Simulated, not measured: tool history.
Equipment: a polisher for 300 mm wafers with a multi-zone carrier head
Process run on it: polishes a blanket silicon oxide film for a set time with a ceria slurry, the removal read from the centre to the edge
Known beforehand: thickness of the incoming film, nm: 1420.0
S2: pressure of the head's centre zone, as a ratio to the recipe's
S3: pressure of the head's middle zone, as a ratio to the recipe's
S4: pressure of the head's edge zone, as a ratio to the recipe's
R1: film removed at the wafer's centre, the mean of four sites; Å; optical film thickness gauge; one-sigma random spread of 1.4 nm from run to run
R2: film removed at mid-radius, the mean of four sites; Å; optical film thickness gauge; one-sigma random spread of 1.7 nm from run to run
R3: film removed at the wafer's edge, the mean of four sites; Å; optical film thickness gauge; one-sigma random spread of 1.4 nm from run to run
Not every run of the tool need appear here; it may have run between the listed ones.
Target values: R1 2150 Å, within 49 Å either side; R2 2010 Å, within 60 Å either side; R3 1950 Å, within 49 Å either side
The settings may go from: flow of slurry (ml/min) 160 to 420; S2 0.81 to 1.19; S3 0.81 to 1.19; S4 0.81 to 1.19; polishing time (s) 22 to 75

Run 1, hour 0: flow of slurry (ml/min) 270, S2 1, S3 1, S4 1, polishing time (s) 48. Result: R1 3228.8 Å, R2 3382.1 Å, R3 3258 Å.
Run 2, hour 1.3: flow of slurry (ml/min) 270, S2 1.01, S3 0.97, S4 0.96, polishing time (s) 42. Result: R1 2869.1 Å, R2 2865.2 Å, R3 2865 Å.
Run 3, hour 2.2: flow of slurry (ml/min) 275, S2 1.03, S3 0.98, S4 0.93, polishing time (s) 37. Result: R1 2523.1 Å, R2 2532.7 Å, R3 2447.5 Å.
Run 4, hour 6.8: flow of slurry (ml/min) 270, S2 1.04, S3 0.97, S4 0.9, polishing time (s) 35. Result: R1 2441.7 Å, R2 2381.8 Å, R3 2329.5 Å.
Run 5, hour 10.5: flow of slurry (ml/min) 265, S2 1.05, S3 0.97, S4 0.88, polishing time (s) 33. Result: R1 2312.7 Å, R2 2259.7 Å, R3 2129.6 Å.
Run 6, hour 18.5: flow of slurry (ml/min) 250, S2 1.05, S3 0.95, S4 0.86, polishing time (s) 33. Result: R1 2285.2 Å, R2 2188.9 Å, R3 2106.4 Å.
Run 7, hour 26.5: flow of slurry (ml/min) 235, S2 1.05, S3 0.94, S4 0.85, polishing time (s) 33. Result: R1 2260.3 Å, R2 2160.8 Å, R3 2086.4 Å.
At hour 35.2: slurry nozzle cleaned.
Run 8, hour 35.2: flow of slurry (ml/min) 225, S2 1.05, S3 0.93, S4 0.84, polishing time (s) 33. Result: R1 2326.3 Å, R2 2198.8 Å, R3 2111.6 Å.
Run 9, hour 38.1: flow of slurry (ml/min) 225, S2 1.05, S3 0.92, S4 0.83, polishing time (s) 32. Result: R1 2252.9 Å, R2 2074.1 Å, R3 2059.2 Å.
Run 10, hour 41.3: flow of slurry (ml/min) 225, S2 1.05, S3 0.92, S4 0.82, polishing time (s) 32. Result: R1 2265.2 Å, R2 2073.2 Å, R3 2036.9 Å.

4 next moves are on the table. One of them brings every result within its allowed miss. Which?
Run A, hour 44.5: flow of slurry (ml/min) 255, S2 0.94, S3 0.85, S4 0.81, polishing time (s) 33. Result: R1 ?, R2 ?, R3 ?.
Run B, hour 44.5: flow of slurry (ml/min) 245, S2 1.15, S3 0.92, S4 0.81, polishing time (s) 31. Result: R1 ?, R2 ?, R3 ?.
Run C, hour 44.5: flow of slurry (ml/min) 200, S2 0.95, S3 0.83, S4 0.89, polishing time (s) 34. Result: R1 ?, R2 ?, R3 ?.
Run D, hour 44.5: flow of slurry (ml/min) 205, S2 1.06, S3 0.93, S4 0.83, polishing time (s) 31. Result: R1 ?, R2 ?, R3 ?.

move      R1      R2      R3
   A  2113.8  2062.4  2093.5
   B  2399.2  2055.6  1957.1
   C  2114.2  2010.4  2173.4
   D  2153.5  2021.1  1935.4
A: the furthest-off result lands on target, but another misses its tolerance
B: its largest miss is bigger than the last run's
C: the furthest-off result lands on target, but another misses its tolerance
D: each result inside its tolerance
Correct choice: D, which meets every target
